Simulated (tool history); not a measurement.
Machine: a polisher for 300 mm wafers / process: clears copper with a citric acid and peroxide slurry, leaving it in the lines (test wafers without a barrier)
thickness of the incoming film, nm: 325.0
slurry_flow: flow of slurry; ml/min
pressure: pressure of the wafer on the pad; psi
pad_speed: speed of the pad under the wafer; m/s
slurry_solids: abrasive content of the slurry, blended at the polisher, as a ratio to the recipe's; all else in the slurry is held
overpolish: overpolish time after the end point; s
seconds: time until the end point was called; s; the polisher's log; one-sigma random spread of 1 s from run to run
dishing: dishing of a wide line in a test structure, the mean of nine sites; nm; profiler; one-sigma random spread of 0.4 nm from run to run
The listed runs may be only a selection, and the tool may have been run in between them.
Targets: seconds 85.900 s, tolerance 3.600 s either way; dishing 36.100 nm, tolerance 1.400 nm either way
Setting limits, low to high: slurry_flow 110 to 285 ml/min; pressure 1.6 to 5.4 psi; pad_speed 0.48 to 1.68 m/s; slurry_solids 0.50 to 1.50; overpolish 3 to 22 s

Run 1, hour 0.0: slurry_flow 180 ml/min, pressure 3.5 psi, pad_speed 1.08 m/s, slurry_solids 1.00, overpolish 11 s. Result: seconds 100.950 s, dishing 23.449 nm.
Run 2, hour 2.3: slurry_flow 180 ml/min, pressure 3.5 psi, pad_speed 1.08 m/s, slurry_solids 1.00, overpolish 8 s. Result: seconds 101.090 s, dishing 17.419 nm.
Run 3, hour 4.7: slurry_flow 180 ml/min, pressure 3.9 psi, pad_speed 1.08 m/s, slurry_solids 1.00, overpolish 8 s. Result: seconds 89.445 s, dishing 18.988 nm.
Run 4, hour 9.6: slurry_flow 180 ml/min, pressure 3.9 psi, pad_speed 0.86 m/s, slurry_solids 1.00, overpolish 8 s. Result: seconds 111.490 s, dishing 16.326 nm.
Run 5, hour 18.2: slurry_flow 180 ml/min, pressure 4.0 psi, pad_speed 0.86 m/s, slurry_solids 1.00, overpolish 9 s. Result: seconds 109.370 s, dishing 18.475 nm.
Run 6, hour 26.6: slurry_flow 180 ml/min, pressure 3.5 psi, pad_speed 0.86 m/s, slurry_solids 1.00, overpolish 9 s. Result: seconds 122.700 s, dishing 16.189 nm.
Run 7, hour 30.3: slurry_flow 175 ml/min, pressure 3.7 psi, pad_speed 0.86 m/s, slurry_solids 1.00, overpolish 10 s. Result: seconds 116.750 s, dishing 19.087 nm.
Run 8, hour 35.7: slurry_flow 175 ml/min, pressure 3.9 psi, pad_speed 0.86 m/s, slurry_solids 1.00, overpolish 10 s. Result: seconds 111.650 s, dishing 19.443 nm.
Run 9, hour 38.7: slurry_flow 175 ml/min, pressure 4.0 psi, pad_speed 0.86 m/s, slurry_solids 1.00, overpolish 11 s. Result: seconds 109.340 s, dishing 22.104 nm.
Run 10, hour 41.8: slurry_flow 175 ml/min, pressure 4.0 psi, pad_speed 0.86 m/s, slurry_solids 1.00, overpolish 11 s. Result: seconds 108.850 s, dishing 22.057 nm.
Run 11, hour 43.1: slurry_flow 175 ml/min, pressure 4.0 psi, pad_speed 0.86 m/s, slurry_solids 1.00, overpolish 11 s. Result: seconds 107.260 s, dishing 22.281 nm.
Run 12, hour 49.8: slurry_flow 175 ml/min, pressure 4.1 psi, pad_speed 0.86 m/s, slurry_solids 1.00, overpolish 11 s. Result: seconds 109.150 s, dishing 22.421 nm.
Run 13, hour 57.8: slurry_flow 175 ml/min, pressure 4.3 psi, pad_speed 0.86 m/s, slurry_solids 1.00, overpolish 11 s. Result: seconds 101.870 s, dishing 22.851 nm.
Run 14, hour 61.2: slurry_flow 175 ml/min, pressure 4.4 psi, pad_speed 0.86 m/s, slurry_solids 1.00, overpolish 11 s. Result: seconds 100.970 s, dishing 23.966 nm.
Run 15, hour 70.3: slurry_flow 175 ml/min, pressure 4.5 psi, pad_speed 0.86 m/s, slurry_solids 1.00, overpolish 11 s. Result: seconds 97.632 s, dishing 24.073 nm.
Run 16, hour 71.6: slurry_flow 175 ml/min, pressure 4.6 psi, pad_speed 0.86 m/s, slurry_solids 1.00, overpolish 11 s. Result: seconds 96.478 s, dishing 24.661 nm.
Run 17, hour 72.8: slurry_flow 175 ml/min, pressure 4.7 psi, pad_speed 0.86 m/s, slurry_solids 1.00, overpolish 11 s. Result: seconds 94.995 s, dishing 25.033 nm.
Run 18, hour 74.4: slurry_flow 175 ml/min, pressure 4.8 psi, pad_speed 0.86 m/s, slurry_solids 1.00, overpolish 11 s. Result: seconds 94.462 s, dishing 25.208 nm.

Exactly one of the 4 candidate moves below puts every result within its allowed miss. Which one?
Run A, hour 76.0: slurry_flow 150 ml/min, pressure 5.0 psi, pad_speed 0.96 m/s, slurry_solids 0.90, overpolish 15 s. Result: seconds ?, dishing ?.
Run B, hour 76.0: slurry_flow 160 ml/min, pressure 4.4 psi, pad_speed 0.92 m/s, slurry_solids 1.05, overpolish 15 s. Result: seconds ?, dishing ?.
Run C, hour 76.0: slurry_flow 195 ml/min, pressure 5.4 psi, pad_speed 0.90 m/s, slurry_solids 0.95, overpolish 13 s. Result: seconds ?, dishing ?.
Run D, hour 76.0: slurry_flow 155 ml/min, pressure 5.1 psi, pad_speed 0.98 m/s, slurry_solids 1.05, overpolish 11 s. Result: seconds ?, dishing ?.

move  seconds  dishing
   A   85.489   36.205
   B   95.703   32.642
   C   80.621   33.735
   D   80.191   29.162
A: hits every target within its allowed miss
B: nearer the targets than the last run, but a result is still out of spec
C: nearer the targets than the last run, but a result is still out of spec
D: nearer the targets than the last run, but a result is still out of spec
Answer: A
